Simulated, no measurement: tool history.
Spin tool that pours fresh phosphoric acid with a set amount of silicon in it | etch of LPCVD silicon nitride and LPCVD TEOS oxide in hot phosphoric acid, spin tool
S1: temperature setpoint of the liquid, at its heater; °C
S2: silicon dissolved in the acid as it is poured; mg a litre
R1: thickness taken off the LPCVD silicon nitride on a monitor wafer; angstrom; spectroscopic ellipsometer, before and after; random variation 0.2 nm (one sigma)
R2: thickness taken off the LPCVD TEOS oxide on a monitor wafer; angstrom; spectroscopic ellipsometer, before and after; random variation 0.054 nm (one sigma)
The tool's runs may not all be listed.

run 1 day=0 | S1=160 S2=8 time_under_the_liquid_(s)=180 | R1=146.38 R2=4.7566
run 2 day=0.192 | S1=160.5 S2=9 time_under_the_liquid_(s)=200 | R1=166.56 R2=5.3339
run 3 day=0.571 | S1=161 S2=10 time_under_the_liquid_(s)=215 | R1=183.26 R2=6.2563
run 4 day=0.679 | S1=161 S2=6 time_under_the_liquid_(s)=215 | R1=184.6 R2=6.1123
run 5 day=0.988 | S1=161 S2=5.5 time_under_the_liquid_(s)=225 | R1=189.3 R2=7.5529
run 6 day=1.204 | S1=161 S2=5.5 time_under_the_liquid_(s)=195 | R1=164.53 R2=5.5542
run 7 day=1.492 | S1=161 S2=5.5 time_under_the_liquid_(s)=195 | R1=163.57 R2=5.6887
run 8 day=1.833 | S1=161.5 S2=8 time_under_the_liquid_(s)=210 | R1=178.82 R2=5.2073
run 9 day=2.012 | S1=161.5 S2=8 time_under_the_liquid_(s)=225 | R1=193.57 R2=7.3019

Forecast run 10:
run 10 day=2.138 | S1=161.5 S2=10.5 time_under_the_liquid_(s)=235 | R1=? R2=?

R1: 201.43 angstrom
R2: 6.8366 angstrom

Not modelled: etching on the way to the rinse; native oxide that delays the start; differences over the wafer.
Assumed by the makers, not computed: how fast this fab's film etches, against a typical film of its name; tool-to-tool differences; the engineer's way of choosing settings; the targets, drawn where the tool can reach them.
